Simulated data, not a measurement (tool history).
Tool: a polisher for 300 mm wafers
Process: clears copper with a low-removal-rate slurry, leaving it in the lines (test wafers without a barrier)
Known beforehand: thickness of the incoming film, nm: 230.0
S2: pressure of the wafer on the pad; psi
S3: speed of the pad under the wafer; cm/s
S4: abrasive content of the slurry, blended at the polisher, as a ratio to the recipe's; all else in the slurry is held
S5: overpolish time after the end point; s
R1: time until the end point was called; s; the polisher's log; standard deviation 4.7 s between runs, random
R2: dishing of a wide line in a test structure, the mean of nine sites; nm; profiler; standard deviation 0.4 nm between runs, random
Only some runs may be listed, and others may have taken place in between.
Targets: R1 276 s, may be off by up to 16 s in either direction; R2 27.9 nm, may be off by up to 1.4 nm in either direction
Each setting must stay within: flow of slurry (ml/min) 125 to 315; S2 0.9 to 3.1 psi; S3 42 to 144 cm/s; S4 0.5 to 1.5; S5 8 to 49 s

run 1 hour=0 | flow_of_slurry_(ml/min)=205 S2=2 S3=92 S4=1 S5=25 | R1=146.26 R2=32.731
run 2 hour=5.7 | flow_of_slurry_(ml/min)=205 S2=2 S3=92 S4=1 S5=19 | R1=147.02 R2=25.639
run 3 hour=12.7 | flow_of_slurry_(ml/min)=205 S2=2.4 S3=92 S4=1 S5=19 | R1=128.25 R2=29.773
run 4 hour=16.9 | flow_of_slurry_(ml/min)=205 S2=2.1 S3=86 S4=1 S5=23 | R1=151.84 R2=29.974
run 5 hour=22.8 | flow_of_slurry_(ml/min)=205 S2=1.8 S3=82 S4=1 S5=26 | R1=183.49 R2=27.018
run 6 hour=31.2 | flow_of_slurry_(ml/min)=205 S2=1.8 S3=82 S4=0.85 S5=26 | R1=184.47 R2=25.793
run 7 hour=38.7 | flow_of_slurry_(ml/min)=205 S2=1.6 S3=80 S4=0.9 S5=29 | R1=214.52 R2=25.619
run 8 hour=44.8 | flow_of_slurry_(ml/min)=210 S2=1.5 S3=80 S4=0.95 S5=31 | R1=226.69 R2=26.618
run 9 hour=48.6 | flow_of_slurry_(ml/min)=215 S2=1.1 S3=78 S4=1 S5=38 | R1=305.64 R2=23.903
run 10 hour=56.6 | flow_of_slurry_(ml/min)=215 S2=1.2 S3=78 S4=1 S5=39 | R1=284.12 R2=26.057

Below are 4 possible settings for the next run. Only one of them brings all results inside the allowed miss of their targets. Which is it?
run A hour=64.6 | flow_of_slurry_(ml/min)=215 S2=1.2 S3=84 S4=0.9 S5=35 | R1=? R2=?
run B hour=64.6 | flow_of_slurry_(ml/min)=240 S2=1.7 S3=62 S4=0.7 S5=40 | R1=? R2=?
run C hour=64.6 | flow_of_slurry_(ml/min)=210 S2=1.2 S3=66 S4=1 S5=46 | R1=? R2=?
run D hour=64.6 | flow_of_slurry_(ml/min)=215 S2=1 S3=88 S4=1.05 S5=36 | R1=? R2=?

move=A R1=269.51 R2=24.445
move=B R1=273.47 R2=27.66
move=C R1=331.46 R2=25.892
move=D R1=293.71 R2=22.994
A: further off than the last run
B: each result inside its tolerance
C: further off than the last run
D: further off than the last run
Correct choice: B, which meets every target
